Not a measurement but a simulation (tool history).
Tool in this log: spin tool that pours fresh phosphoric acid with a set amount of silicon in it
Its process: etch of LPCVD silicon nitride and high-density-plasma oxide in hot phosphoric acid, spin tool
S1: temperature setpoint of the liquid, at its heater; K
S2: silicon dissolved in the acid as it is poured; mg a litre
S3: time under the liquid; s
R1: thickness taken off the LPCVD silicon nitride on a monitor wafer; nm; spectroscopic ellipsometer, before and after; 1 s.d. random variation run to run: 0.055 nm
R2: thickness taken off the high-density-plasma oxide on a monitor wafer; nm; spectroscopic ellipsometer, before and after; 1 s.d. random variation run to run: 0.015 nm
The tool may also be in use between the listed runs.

run 1 hour=0.0 | S1=432.15 S2=9.0 S3=130 | R1=10.7110 R2=0.51487
run 2 hour=4.4 | S1=431.65 S2=9.5 S3=120 | R1=9.6586 R2=0.42049
run 3 hour=6.1 | S1=431.15 S2=9.5 S3=120 | R1=9.5101 R2=0.45239
run 4 hour=9.8 | S1=431.15 S2=4.5 S3=120 | R1=9.6113 R2=0.51855
run 5 hour=15.5 | S1=431.15 S2=2.5 S3=120 | R1=9.5593 R2=0.47522
run 6 hour=17.1 | S1=432.15 S2=2.5 S3=120 | R1=9.9295 R2=0.55583
run 7 hour=19.7 | S1=429.65 S2=6.0 S3=55 | R1=4.1292 R2=0.20485
run 8 hour=27.6 | S1=430.15 S2=7.5 S3=55 | R1=4.2352 R2=0.18684
run 9 hour=28.5 | S1=430.65 S2=7.5 S3=55 | R1=4.3093 R2=0.19109
run 10 hour=35.5 | S1=431.15 S2=7.5 S3=55 | R1=4.3530 R2=0.19480
run 11 hour=38.7 | S1=431.65 S2=7.5 S3=55 | R1=4.4223 R2=0.20417
run 12 hour=46.7 | S1=432.15 S2=8.0 S3=55 | R1=4.5201 R2=0.20954
run 13 hour=50.0 | S1=432.65 S2=9.0 S3=55 | R1=4.6187 R2=0.20922
run 14 hour=53.4 | S1=433.15 S2=9.5 S3=55 | R1=4.7975 R2=0.21751

Expected results for the next run?
run 15 hour=55.6 | S1=433.65 S2=10.0 S3=55 | R1=? R2=?

{"run 15": {"R1": 4.775, "R2": 0.2236}}
